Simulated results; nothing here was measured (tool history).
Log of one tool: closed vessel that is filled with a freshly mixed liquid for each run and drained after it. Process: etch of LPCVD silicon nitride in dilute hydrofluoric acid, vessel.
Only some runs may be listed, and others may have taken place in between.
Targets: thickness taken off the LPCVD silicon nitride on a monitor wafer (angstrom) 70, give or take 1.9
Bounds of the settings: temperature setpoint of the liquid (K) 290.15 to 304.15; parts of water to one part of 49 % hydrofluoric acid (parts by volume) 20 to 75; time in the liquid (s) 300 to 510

run,day,temperature setpoint of the liquid (K),parts of water to one part of 49 % hydrofluoric acid (parts by volume),time in the liquid (s),thickness taken off the LPCVD silicon nitride on a monitor wafer (angstrom)
1,0,296.15,45,510,52.293
2,0.079,296.65,45,510,53.999
3,0.442,296.65,45,510,54.052
4,0.833,296.65,45,510,55.012
5,1.229,296.65,50,510,49.295
6,1.608,296.65,50,300,28.942
7,1.712,297.65,50,300,31.135
8,1.875,296.65,50,300,28.967
9,2.125,297.65,50,300,30.917
10,2.208,297.15,40,300,37.122
11,2.375,296.65,40,315,37.728
12,2.483,297.15,40,335,41.686
13,2.733,297.15,40,340,42.216
14,3.112,297.15,40,345,42.874
15,3.288,297.15,40,350,43.555
16,3.35,297.15,30,355,57.932

Of the 4 settings listed for the next run, only one would bring every result within its allowed miss of target. Which one?
A,3.412,299.15,40,460,?
B,3.412,294.65,25,395,?
C,3.412,298.65,35,475,?
D,3.412,293.15,25,475,?

move,thickness taken off the LPCVD silicon nitride on a monitor wafer (angstrom)
A,65.042
B,64.764
C,73.981
D,70.128
A: closes in on the targets versus the last run, not all within tolerance yet
B: closes in on the targets versus the last run, not all within tolerance yet
C: takes the result that was furthest off past its target
D: hits every target within its allowed miss
So the answer is move D, the one that meets all the targets.

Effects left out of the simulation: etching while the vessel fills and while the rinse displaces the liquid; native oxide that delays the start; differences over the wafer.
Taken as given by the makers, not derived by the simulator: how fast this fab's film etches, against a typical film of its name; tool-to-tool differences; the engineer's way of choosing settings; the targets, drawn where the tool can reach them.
